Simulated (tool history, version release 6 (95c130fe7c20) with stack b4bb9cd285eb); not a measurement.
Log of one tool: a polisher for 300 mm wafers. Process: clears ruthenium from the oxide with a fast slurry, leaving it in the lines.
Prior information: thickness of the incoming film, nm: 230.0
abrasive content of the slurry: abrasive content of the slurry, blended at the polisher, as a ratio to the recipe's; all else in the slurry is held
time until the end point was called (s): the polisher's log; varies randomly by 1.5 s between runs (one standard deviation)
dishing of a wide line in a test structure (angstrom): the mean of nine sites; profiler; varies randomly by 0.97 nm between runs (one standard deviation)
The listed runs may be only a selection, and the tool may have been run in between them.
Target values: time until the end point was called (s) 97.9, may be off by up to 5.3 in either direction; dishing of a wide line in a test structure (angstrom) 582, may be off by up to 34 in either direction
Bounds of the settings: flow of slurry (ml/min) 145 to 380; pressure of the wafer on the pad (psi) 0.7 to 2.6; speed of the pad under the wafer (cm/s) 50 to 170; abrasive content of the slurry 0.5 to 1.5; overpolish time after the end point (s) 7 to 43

run,day,flow of slurry (ml/min),pressure of the wafer on the pad (psi),speed of the pad under the wafer (cm/s),abrasive content of the slurry,overpolish time after the end point (s),time until the end point was called (s),dishing of a wide line in a test structure (angstrom)
1,0,245,1.6,110,1,22,71.12,578.64
2,0.288,245,1.5,110,1,24,78.989,602.19
3,0.488,245,1.5,134,1,24,62.5,693.3
4,0.629,245,1.5,134,0.85,24,66.199,682.81
5,0.771,245,1.5,134,0.85,15,66.647,440.08
6,1.05,245,1.2,134,0.85,15,81.567,377.8
7,1.15,245,1.1,134,0.85,18,89.164,407.34
8,1.408,245,1.1,134,0.85,20,89.907,439.63
9,1.483,245,1.1,134,0.85,22,90.536,478.81
10,1.517,245,1.1,134,0.85,23,89.915,487.18
11,1.867,245,1.1,134,0.85,25,89.686,548.31
12,2.192,245,1.1,134,0.85,26,87.704,566.64
13,2.442,245,1.1,134,0.85,27,89.993,573.36
14,2.708,245,1.1,134,0.85,28,90.227,596.52

Which single option among these 4 for the next run brings every result within its allowed miss of target? Just one does.
A,2.975,220,1.6,112,0.8,23,?,?
B,2.975,245,1,124,1.15,30,?,?
C,2.975,210,1.1,144,0.8,27,?,?
D,2.975,310,1.2,128,0.95,25,?,?

move,time until the end point was called (s),dishing of a wide line in a test structure (angstrom)
A,74.993,580.92
B,95.53,592.92
C,84.757,600.28
D,80.063,590.01
A: the biggest miss grows against the last run
B: in spec on every target
C: the biggest miss grows against the last run
D: the biggest miss grows against the last run
B meets every target.
